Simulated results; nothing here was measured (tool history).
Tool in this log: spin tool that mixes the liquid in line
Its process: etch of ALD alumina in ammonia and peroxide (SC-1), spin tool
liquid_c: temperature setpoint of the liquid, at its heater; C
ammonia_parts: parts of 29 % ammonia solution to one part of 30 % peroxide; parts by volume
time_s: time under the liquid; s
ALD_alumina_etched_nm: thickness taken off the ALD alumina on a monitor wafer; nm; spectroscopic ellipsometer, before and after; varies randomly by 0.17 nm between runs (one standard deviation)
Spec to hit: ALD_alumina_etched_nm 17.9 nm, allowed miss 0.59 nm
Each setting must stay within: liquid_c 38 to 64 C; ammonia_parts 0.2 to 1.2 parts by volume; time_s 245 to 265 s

| run | hour | liquid_c | ammonia_parts | time_s | ALD_alumina_etched_nm |
|---|---|---|---|---|---|
| 1 | 0 | 48 | 0.85 | 245 | 10.566 |
| 2 | 7.4 | 48 | 0.85 | 265 | 11.479 |
| 3 | 14.1 | 50.5 | 0.85 | 265 | 13.077 |
| 4 | 18.8 | 50.5 | 0.85 | 265 | 12.984 |
| 5 | 26.2 | 50.5 | 0.85 | 245 | 12.109 |
| 6 | 32.5 | 52.5 | 0.85 | 245 | 13.395 |
| 7 | 36.4 | 52.5 | 0.85 | 245 | 13.409 |
| 8 | 45.1 | 54 | 0.85 | 245 | 14.787 |

Which one of the following 5 next-run settings gets every result inside its allowed miss? There is exactly one.
| A | 53.8 | 56.5 | 0.8 | 265 | ? |
| B | 53.8 | 57.5 | 1.15 | 265 | ? |
| C | 53.8 | 54.5 | 0.95 | 265 | ? |
| D | 53.8 | 58 | 0.95 | 265 | ? |
| E | 53.8 | 59 | 1.2 | 245 | ? |

| move | ALD_alumina_etched_nm |
|---|---|
| A | 18.106 |
| B | 19.747 |
| C | 16.555 |
| D | 19.904 |
| E | 19.814 |
A: every result within its allowed miss
B: takes the biggest miss from the last run beyond its target
C: nearer the targets than the last run, but a result is still out of spec
D: takes the biggest miss from the last run beyond its target
E: takes the biggest miss from the last run beyond its target
Go with A: it meets all targets.
